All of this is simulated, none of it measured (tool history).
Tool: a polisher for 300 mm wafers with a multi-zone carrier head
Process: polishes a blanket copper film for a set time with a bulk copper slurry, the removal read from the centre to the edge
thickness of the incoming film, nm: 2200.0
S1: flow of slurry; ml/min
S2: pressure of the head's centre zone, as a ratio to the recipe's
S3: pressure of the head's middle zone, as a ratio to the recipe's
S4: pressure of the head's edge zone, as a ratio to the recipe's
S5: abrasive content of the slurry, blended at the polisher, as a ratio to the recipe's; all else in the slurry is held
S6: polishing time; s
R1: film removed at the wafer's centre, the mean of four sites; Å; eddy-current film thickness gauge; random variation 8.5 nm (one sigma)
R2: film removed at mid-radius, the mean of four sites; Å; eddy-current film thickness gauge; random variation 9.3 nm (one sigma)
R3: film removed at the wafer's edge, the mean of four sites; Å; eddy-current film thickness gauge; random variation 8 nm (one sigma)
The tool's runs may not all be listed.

run,hour,S1,S2,S3,S4,S5,S6,R1,R2,R3
1,0,290,1,1,1,1,73,7284.9,7318.4,7009.8
2,8.6,330,1,1,1,1,73,7221.6,7240.7,7144.1
3,9.9,330,1,1,1,1,82,8211.8,8369.1,7805.3
4,18,320,0.99,1.02,0.96,0.85,77,7225.2,7376.8,6851.9
5,22.3,315,0.97,1.03,0.93,0.75,76,6973.9,7452.1,6840.4
6,27.8,315,1.03,1.03,0.93,0.75,76,7370,7483.5,6734
7,28.4,315,1.02,1.04,0.92,0.7,72,6871.2,7163.8,6169.6

Forecast run 8:
8,30.1,315,1,1.04,0.92,0.65,70,?,?,?

Run 8 gave R1 6589.5 Å, R2 6698.6 Å, R3 6117.6 Å.
